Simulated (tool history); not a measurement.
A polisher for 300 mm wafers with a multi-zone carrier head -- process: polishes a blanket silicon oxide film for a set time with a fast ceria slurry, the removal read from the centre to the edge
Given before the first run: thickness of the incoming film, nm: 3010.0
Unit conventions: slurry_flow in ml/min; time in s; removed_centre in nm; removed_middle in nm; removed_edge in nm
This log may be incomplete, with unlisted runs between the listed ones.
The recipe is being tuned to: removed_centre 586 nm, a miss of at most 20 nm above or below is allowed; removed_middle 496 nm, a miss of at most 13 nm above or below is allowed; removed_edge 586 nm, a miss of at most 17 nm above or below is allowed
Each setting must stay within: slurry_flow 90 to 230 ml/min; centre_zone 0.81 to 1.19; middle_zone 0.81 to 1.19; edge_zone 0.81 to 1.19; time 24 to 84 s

run	hour	slurry_flow	centre_zone	middle_zone	edge_zone	time	removed_centre	removed_middle	removed_edge
1	0	150	1	1	1	54	896.88	904.18	905.84
2	0.8	150	1	1	1	62	1028.6	1038.7	1033.8
3	8.6	150	1.04	1	1	62	1064.2	1030.2	1027.6
4	15	150	1.04	1.04	1	62	1066.7	1080.6	1047.9
5	16.9	150	1.04	1.04	1	51	873.95	877.31	857.19
6	22.1	145	1.03	1.01	1	48	829.96	801.06	794.9
7	27.7	140	1.01	0.98	1.01	46	748.18	749.18	776.15
8	35.6	135	1.02	0.95	1	44	720.22	694.52	724.25
9	40.9	95	1.03	0.85	1.05	34	531.09	461.42	562.38
10	42	100	1.03	0.85	1.05	34	542.61	467.17	559.83
11	45.3	105	1.03	0.85	1.05	34	537.45	480.46	560.46
12	48.6	130	1.1	0.83	1.09	35	621.11	493.03	595.56

Next run, 4 choices. One meets every target within its allowed miss, the rest don't. Which?
A	51.9	120	1.14	0.82	1.08	35	?	?	?
B	51.9	120	1.08	0.87	1.09	34	?	?	?
C	51.9	115	1.1	0.88	1.07	37	?	?	?
D	51.9	95	0.95	0.88	1.13	38	?	?	?

move	removed_centre	removed_middle	removed_edge
A	626.06	480.94	595.76
B	579.75	490.58	581.04
C	636.36	535.21	623.38
D	553.52	532.63	643.68
A: lands further from the targets than the last run did
B: hits every target within its allowed miss
C: lands further from the targets than the last run did
D: takes the result that was furthest off past its target
Correct choice: B, which meets every target
